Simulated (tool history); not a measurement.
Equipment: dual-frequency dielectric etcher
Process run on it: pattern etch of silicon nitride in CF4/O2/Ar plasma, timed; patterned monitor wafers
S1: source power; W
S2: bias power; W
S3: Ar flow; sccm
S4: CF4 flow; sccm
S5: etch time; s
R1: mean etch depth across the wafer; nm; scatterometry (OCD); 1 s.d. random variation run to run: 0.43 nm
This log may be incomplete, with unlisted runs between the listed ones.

run 1 hour=0 | S1=520 S2=51 S3=111 S4=111 S5=73 | R1=143.31
run 2 hour=4.6 | S1=520 S2=60 S3=111 S4=111 S5=73 | R1=151.22
run 3 hour=9.7 | S1=520 S2=51 S3=111 S4=111 S5=73 | R1=143.04
run 4 hour=10.3 | S1=550 S2=51 S3=111 S4=111 S5=73 | R1=149.36
run 5 hour=10.8 | S1=550 S2=51 S3=124 S4=111 S5=73 | R1=146.4
run 6 hour=15.1 | S1=580 S2=51 S3=124 S4=111 S5=73 | R1=151.82
run 7 hour=16.3 | S1=680 S2=52 S3=124 S4=111 S5=73 | R1=170.29

Run 8 is up next; what results do you expect?
run 8 hour=23.3 | S1=690 S2=52 S3=124 S4=111 S5=73 | R1=?

{"run 8": {"R1": 172.88}}
